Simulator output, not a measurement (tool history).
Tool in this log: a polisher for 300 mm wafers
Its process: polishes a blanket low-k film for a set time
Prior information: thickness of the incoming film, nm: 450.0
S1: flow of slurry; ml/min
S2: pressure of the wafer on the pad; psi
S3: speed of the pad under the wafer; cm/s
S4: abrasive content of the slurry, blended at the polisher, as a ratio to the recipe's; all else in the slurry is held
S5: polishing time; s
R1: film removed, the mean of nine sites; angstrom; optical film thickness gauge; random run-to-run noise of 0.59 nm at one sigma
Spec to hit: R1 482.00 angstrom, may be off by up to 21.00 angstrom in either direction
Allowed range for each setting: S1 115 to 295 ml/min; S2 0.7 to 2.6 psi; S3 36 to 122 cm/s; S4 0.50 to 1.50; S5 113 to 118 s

| run | hour | S1 | S2 | S3 | S4 | S5 | R1 |
|---|---|---|---|---|---|---|---|
| 1 | 0.0 | 190 | 1.6 | 78 | 1.00 | 113 | 355.31 |
| 2 | 6.2 | 220 | 1.6 | 78 | 1.00 | 113 | 360.70 |
| 3 | 10.2 | 220 | 1.2 | 78 | 1.00 | 113 | 272.58 |
| 4 | 18.2 | 220 | 1.4 | 78 | 1.00 | 113 | 317.85 |
|  | 27.1 | slurry nozzle cleaned |
| 5 | 27.1 | 220 | 1.5 | 78 | 1.00 | 113 | 351.05 |
| 6 | 34.1 | 220 | 1.9 | 78 | 1.00 | 113 | 438.43 |
| 7 | 35.6 | 220 | 2.0 | 78 | 1.00 | 113 | 453.43 |
| 8 | 38.0 | 220 | 2.0 | 78 | 1.00 | 113 | 447.31 |

5 candidate next runs follow, results not yet known. Just one meets every target within its allowed miss. Identify it.
| A | 40.4 | 210 | 1.9 | 74 | 1.05 | 115 | ? |
| B | 40.4 | 200 | 1.8 | 82 | 0.95 | 117 | ? |
| C | 40.4 | 210 | 2.5 | 46 | 0.90 | 113 | ? |
| D | 40.4 | 170 | 2.2 | 68 | 1.10 | 117 | ? |
| E | 40.4 | 290 | 1.7 | 78 | 1.30 | 114 | ? |

| move | R1 |
|---|---|
| A | 445.22 |
| B | 436.79 |
| C | 440.18 |
| D | 499.44 |
| E | 445.95 |
A: its largest miss is bigger than the last run's
B: its largest miss is bigger than the last run's
C: its largest miss is bigger than the last run's
D: in spec on every target
E: no nearer and no further than the last run
Go with D: it meets all targets.
